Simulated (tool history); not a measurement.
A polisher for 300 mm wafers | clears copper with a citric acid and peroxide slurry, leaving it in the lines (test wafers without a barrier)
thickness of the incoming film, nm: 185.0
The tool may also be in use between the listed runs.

run    day  flow of slurry (ml/min)  pressure of the wafer on the pad (kPa)  speed of the pad under the wafer (m/s)  abrasive content of the slurry  overpolish time after the end point (s)  time until the end point was called (s)  dishing of a wide line in a test structure (angstrom)
  1      0                      170                                    16.5                                    1.02                               1                                       25                                   126.24                                                 228.53
  2  0.283                      170                                    16.5                                    1.04                               1                                       20                                   119.99                                                 188.62
  3  0.454                      155                                    16.5                                    1.04                               1                                       20                                   124.54                                                 183.07
  4  0.779                      115                                    16.5                                    1.04                               1                                       20                                   129.27                                                 182.94
  5  0.962                      150                                    16.5                                    1.04                               1                                       20                                    121.6                                                 194.42
  6  1.146                      150                                    16.5                                    1.18                               1                                       20                                    109.1                                                 209.79
  7  1.396                      150                                    15.9                                    1.18                               1                                       17                                   115.75                                                 170.37
  8  1.762                      150                                    15.9                                    1.18                               1                                       15                                   114.04                                                 152.49
  9  1.938                      150                                    15.9                                    1.18                               1                                       14                                   115.71                                                 148.96

Run 10 comes next. What will it give?
     2.208  -- head pressure recalibrated
 10  2.208                      150                                    15.9                                    1.18                               1                                       13                                        ?                                                      ?

Run 10 gave time until the end point was called (s) 105.99, dishing of a wide line in a test structure (angstrom) 143.74.

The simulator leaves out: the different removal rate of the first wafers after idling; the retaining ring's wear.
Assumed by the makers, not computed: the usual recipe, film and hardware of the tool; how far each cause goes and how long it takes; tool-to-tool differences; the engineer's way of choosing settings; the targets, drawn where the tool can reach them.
